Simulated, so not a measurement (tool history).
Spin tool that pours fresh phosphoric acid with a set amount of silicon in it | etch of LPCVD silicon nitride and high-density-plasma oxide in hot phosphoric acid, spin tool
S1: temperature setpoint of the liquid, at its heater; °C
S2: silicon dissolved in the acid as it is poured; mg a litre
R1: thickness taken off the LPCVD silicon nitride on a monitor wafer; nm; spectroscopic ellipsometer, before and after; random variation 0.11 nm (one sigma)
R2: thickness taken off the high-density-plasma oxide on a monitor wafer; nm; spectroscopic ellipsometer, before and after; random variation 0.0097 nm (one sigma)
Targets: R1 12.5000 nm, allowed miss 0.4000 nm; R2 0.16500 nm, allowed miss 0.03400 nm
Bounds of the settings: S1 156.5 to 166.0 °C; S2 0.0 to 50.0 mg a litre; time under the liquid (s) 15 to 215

{"run": 1, "hour": 0.0, "S1": 161.0, "S2": 27.5, "time under the liquid (s)": 110, "R1": 10.157, "R2": 0.43954}
{"run": 2, "hour": 1.1, "S1": 159.0, "S2": 27.5, "time under the liquid (s)": 110, "R1": 9.5276, "R2": 0.33222}
{"run": 3, "hour": 6.8, "S1": 159.0, "S2": 31.5, "time under the liquid (s)": 115, "R1": 9.8994, "R2": 0.31236}
{"run": 4, "hour": 13.6, "S1": 159.0, "S2": 31.5, "time under the liquid (s)": 75, "R1": 6.4364, "R2": 0.20441}
{"run": 5, "hour": 14.6, "S1": 157.0, "S2": 31.5, "time under the liquid (s)": 75, "R1": 6.0593, "R2": 0.19264}
{"run": 6, "hour": 22.3, "S1": 157.5, "S2": 31.5, "time under the liquid (s)": 75, "R1": 6.1672, "R2": 0.18896}
{"run": 7, "hour": 29.6, "S1": 157.5, "S2": 34.5, "time under the liquid (s)": 85, "R1": 7.0308, "R2": 0.18969}
{"run": 8, "hour": 32.7, "S1": 157.5, "S2": 37.0, "time under the liquid (s)": 95, "R1": 7.7703, "R2": 0.19089}
{"run": 9, "hour": 41.4, "S1": 157.5, "S2": 37.0, "time under the liquid (s)": 95, "R1": 7.7918, "R2": 0.1595}
{"run": 10, "hour": 42.0, "S1": 158.5, "S2": 39.0, "time under the liquid (s)": 100, "R1": 8.5752, "R2": 0.17118}

5 next moves are on the table. One of them brings every result within its allowed miss. Which?
{"run": "A", "hour": 42.6, "S1": 158.5, "S2": 45.5, "time under the liquid (s)": 135, "R1": "?", "R2": "?"}
{"run": "B", "hour": 42.6, "S1": 158.0, "S2": 48.0, "time under the liquid (s)": 175, "R1": "?", "R2": "?"}
{"run": "C", "hour": 42.6, "S1": 156.5, "S2": 29.0, "time under the liquid (s)": 60, "R1": "?", "R2": "?"}
{"run": "D", "hour": 42.6, "S1": 158.0, "S2": 47.0, "time under the liquid (s)": 150, "R1": "?", "R2": "?"}
{"run": "E", "hour": 42.6, "S1": 158.5, "S2": 46.5, "time under the liquid (s)": 120, "R1": "?", "R2": "?"}

move=A R1=11.3170 R2=0.16607
move=B R1=14.4240 R2=0.20739
move=C R1=4.6994 R2=0.15807
move=D R1=12.3640 R2=0.17776
move=E R1=10.0600 R2=0.14762
A: nearer than the last run, and not there yet
B: takes the result that was furthest off past its target
C: further off than the last run
D: meets every target
E: nearer than the last run, and not there yet
The right move is D.

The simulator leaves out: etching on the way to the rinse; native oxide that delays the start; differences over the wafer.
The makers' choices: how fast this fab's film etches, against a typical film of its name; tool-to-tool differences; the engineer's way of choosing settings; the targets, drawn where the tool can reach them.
